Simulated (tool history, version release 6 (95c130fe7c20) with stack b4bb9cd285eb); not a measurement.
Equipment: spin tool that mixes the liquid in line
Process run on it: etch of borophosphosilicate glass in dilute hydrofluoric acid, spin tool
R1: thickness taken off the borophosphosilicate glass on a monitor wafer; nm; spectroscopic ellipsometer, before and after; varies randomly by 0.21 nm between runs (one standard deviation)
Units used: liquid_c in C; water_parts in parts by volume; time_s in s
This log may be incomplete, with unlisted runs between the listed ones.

run 1 day=0 | liquid_c=20 water_parts=275 time_s=105 | R1=7.8397
run 2 day=0.292 | liquid_c=20 water_parts=240 time_s=105 | R1=9.3949
run 3 day=0.625 | liquid_c=20 water_parts=300 time_s=105 | R1=7.0895
run 4 day=0.804 | liquid_c=20 water_parts=380 time_s=105 | R1=5.2623
run 5 day=0.912 | liquid_c=20 water_parts=380 time_s=115 | R1=5.7619
run 6 day=0.938 | liquid_c=20 water_parts=335 time_s=115 | R1=6.7826
run 7 day=1.058 | liquid_c=24 water_parts=225 time_s=115 | R1=12.978
run 8 day=1.362 | liquid_c=24.5 water_parts=210 time_s=115 | R1=14.401
run 9 day=1.467 | liquid_c=24.5 water_parts=210 time_s=115 | R1=14.421
run 10 day=1.625 | liquid_c=25 water_parts=195 time_s=115 | R1=16.046
run 11 day=1.838 | liquid_c=25.5 water_parts=185 time_s=115 | R1=17.382
run 12 day=2.038 | liquid_c=26 water_parts=180 time_s=115 | R1=18.253

Run 13 has not been measured yet. What should we expect?
run 13 day=2.333 | liquid_c=26 water_parts=180 time_s=115 | R1=?

{"run 13": {"R1": 18.372}}
